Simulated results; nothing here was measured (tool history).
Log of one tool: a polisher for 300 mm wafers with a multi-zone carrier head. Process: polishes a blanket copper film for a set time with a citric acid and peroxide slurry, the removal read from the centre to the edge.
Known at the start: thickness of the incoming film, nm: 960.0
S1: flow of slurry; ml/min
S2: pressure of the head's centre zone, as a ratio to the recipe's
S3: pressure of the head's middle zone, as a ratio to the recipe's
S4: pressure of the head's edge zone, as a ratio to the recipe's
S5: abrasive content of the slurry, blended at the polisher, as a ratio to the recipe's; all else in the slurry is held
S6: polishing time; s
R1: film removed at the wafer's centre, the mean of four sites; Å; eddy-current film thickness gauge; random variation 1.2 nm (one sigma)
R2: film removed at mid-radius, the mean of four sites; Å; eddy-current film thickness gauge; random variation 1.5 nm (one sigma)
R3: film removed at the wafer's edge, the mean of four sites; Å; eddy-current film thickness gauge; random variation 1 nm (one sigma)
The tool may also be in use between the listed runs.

Run 1, hour 0.0: S1 190 ml/min, S2 1.00, S3 1.00, S4 1.00, S5 1.00, S6 31 s. Result: R1 1119.80 Å, R2 1075.30 Å, R3 1084.40 Å.
Run 2, hour 7.6: S1 190 ml/min, S2 1.00, S3 1.00, S4 1.00, S5 1.00, S6 24 s. Result: R1 858.86 Å, R2 840.65 Å, R3 830.32 Å.
Run 3, hour 16.5: S1 190 ml/min, S2 1.00, S3 1.00, S4 0.93, S5 1.00, S6 24 s. Result: R1 852.01 Å, R2 831.87 Å, R3 801.84 Å.
Run 4, hour 24.2: S1 190 ml/min, S2 1.00, S3 1.00, S4 0.93, S5 1.00, S6 19 s. Result: R1 678.53 Å, R2 672.21 Å, R3 623.85 Å.
Run 5, hour 27.5: S1 200 ml/min, S2 1.02, S3 1.01, S4 0.95, S5 1.05, S6 20 s. Result: R1 745.45 Å, R2 702.20 Å, R3 677.48 Å.
Run 6, hour 33.2: S1 170 ml/min, S2 1.02, S3 1.01, S4 0.95, S5 1.05, S6 20 s. Result: R1 719.07 Å, R2 693.98 Å, R3 681.58 Å.
Run 7, hour 38.2: S1 185 ml/min, S2 1.04, S3 1.03, S4 0.96, S5 1.10, S6 21 s. Result: R1 787.75 Å, R2 752.81 Å, R3 723.47 Å.

The next listed run, before its measurement:
Run 8, hour 43.8: S1 185 ml/min, S2 1.04, S3 1.03, S4 0.96, S5 1.10, S6 21 s. Result: R1 ?, R2 ?, R3 ?.

Run 8 gave R1 792.07 Å, R2 774.70 Å, R3 727.47 Å.

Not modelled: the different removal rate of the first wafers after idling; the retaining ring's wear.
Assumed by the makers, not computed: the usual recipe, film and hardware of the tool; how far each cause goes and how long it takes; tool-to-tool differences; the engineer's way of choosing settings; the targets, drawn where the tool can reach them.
